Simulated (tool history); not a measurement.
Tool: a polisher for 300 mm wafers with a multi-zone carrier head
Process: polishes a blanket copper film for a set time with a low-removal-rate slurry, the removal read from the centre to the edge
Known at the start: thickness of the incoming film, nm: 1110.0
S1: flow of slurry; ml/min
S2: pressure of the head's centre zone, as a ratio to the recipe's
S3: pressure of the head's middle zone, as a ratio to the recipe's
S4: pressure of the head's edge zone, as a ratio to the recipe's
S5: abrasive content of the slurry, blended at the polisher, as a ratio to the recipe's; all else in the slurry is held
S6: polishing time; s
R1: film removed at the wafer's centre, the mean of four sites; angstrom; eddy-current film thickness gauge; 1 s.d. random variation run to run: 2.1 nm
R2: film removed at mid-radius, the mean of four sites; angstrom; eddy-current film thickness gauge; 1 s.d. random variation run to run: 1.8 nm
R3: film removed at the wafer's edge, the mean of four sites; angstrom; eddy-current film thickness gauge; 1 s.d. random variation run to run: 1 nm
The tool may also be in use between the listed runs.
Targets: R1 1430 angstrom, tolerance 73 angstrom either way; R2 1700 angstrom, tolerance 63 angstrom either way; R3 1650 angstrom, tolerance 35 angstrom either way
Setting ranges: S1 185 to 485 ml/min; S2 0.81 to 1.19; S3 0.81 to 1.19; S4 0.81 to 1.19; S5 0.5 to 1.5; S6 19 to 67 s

run	hour	S1	S2	S3	S4	S5	S6	R1	R2	R3
1	0	310	1	1	1	1	43	1431.7	1423.8	1456.2
2	1.1	310	1	1	1	1	49	1641.6	1630.3	1684
3	9.5	310	1	1	0.95	1	49	1616.1	1645.6	1625.3
4	16.8	310	0.98	1.01	0.95	1	49	1626.9	1658	1618.2
5	17.8	310	0.98	1.01	0.95	1	39	1303.5	1298.1	1293.1
6	22.3	310	0.98	0.94	0.95	1	39	1303.3	1227.9	1290.8
7	24.3	315	0.97	0.99	0.99	1.1	39	1260.8	1315.1	1335.9
8	32.5	320	0.99	1.01	1.02	1.2	40	1359.9	1416.5	1410.4
9	36.2	325	0.99	1.02	1.05	1.25	40	1348.9	1433.1	1449.8
10	38.7	330	0.99	1.04	1.07	1.3	40	1387.9	1439.9	1471.7
11	44.8	330	0.98	1.06	1.08	1.35	41	1421.9	1503.7	1529.2

Next run, 5 choices. One meets every target within its allowed miss, the rest don't. Which?
A	50.9	360	0.91	0.96	1.19	1.2	45	?	?	?
B	50.9	440	0.86	1.19	0.88	1.5	43	?	?	?
C	50.9	330	0.92	0.99	1.12	1.45	43	?	?	?
D	50.9	485	1.01	1.19	0.93	0.95	43	?	?	?
E	50.9	430	0.88	1.07	1.02	1.15	46	?	?	?

move	R1	R2	R3
A	1473.2	1529.2	1752.5
B	1420.1	1768.3	1516.8
C	1455.5	1526.3	1666
D	1521.5	1647.6	1448.6
E	1476.4	1684.1	1661.3
A: takes the biggest miss from the last run beyond its target
B: its largest miss is bigger than the last run's
C: the worst result of the last run now meets its target, but another is out of spec
D: its largest miss is bigger than the last run's
E: all results in spec
E is the move that brings every result within its allowed miss.
